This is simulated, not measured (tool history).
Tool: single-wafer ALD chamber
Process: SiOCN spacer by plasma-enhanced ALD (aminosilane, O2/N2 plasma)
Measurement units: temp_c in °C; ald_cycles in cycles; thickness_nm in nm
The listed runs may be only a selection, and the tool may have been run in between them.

run    day  temp_c  ald_cycles  thickness_nm
  1  0.000     410         113        6.1804
  2  0.246     407         117        6.4229
  3  0.450     405         121        6.6307
  4  0.783     411         121        6.6139
  5  1.038     411         124        6.7278
  6  1.312     419         124        6.5811
  7  1.392     416         127        6.7919
  8  1.717     413         129        6.9169
  9  1.758     411         131        7.1444
 10  2.012     408         132        7.1968

Run 11, settings as shown, results not yet in. Your forecast:
 11  2.221     406         133             ?

thickness_nm: 7.2902 nm

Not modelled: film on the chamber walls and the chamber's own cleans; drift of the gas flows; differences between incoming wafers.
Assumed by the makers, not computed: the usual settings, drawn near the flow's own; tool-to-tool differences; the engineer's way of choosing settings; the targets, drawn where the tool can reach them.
